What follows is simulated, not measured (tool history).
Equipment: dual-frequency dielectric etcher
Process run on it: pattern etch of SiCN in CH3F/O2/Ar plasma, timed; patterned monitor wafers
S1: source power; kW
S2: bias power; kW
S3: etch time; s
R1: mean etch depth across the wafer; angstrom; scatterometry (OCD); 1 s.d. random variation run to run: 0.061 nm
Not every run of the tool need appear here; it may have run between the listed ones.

{"run": 1, "hour": 0.0, "S1": 0.29, "S2": 0.062, "S3": 28.5, "R1": 92.455}
{"run": 2, "hour": 2.8, "S1": 0.31, "S2": 0.065, "S3": 28.5, "R1": 97.272}
{"run": 3, "hour": 4.1, "S1": 0.33, "S2": 0.067, "S3": 28.5, "R1": 100.74}
{"run": 4, "hour": 12.4, "S1": 0.31, "S2": 0.067, "S3": 28.5, "R1": 97.589}
{"run": 5, "hour": 19.7, "S1": 0.31, "S2": 0.067, "S3": 28.5, "R1": 97.728}
{"run": 6, "hour": 27.6, "S1": 0.36, "S2": 0.067, "S3": 28.5, "R1": 102.65}

The next listed run, before its measurement:
{"run": 7, "hour": 33.8, "S1": 0.37, "S2": 0.07, "S3": 28.5, "R1": "?"}

{"run 7": {"R1": 107.14}}
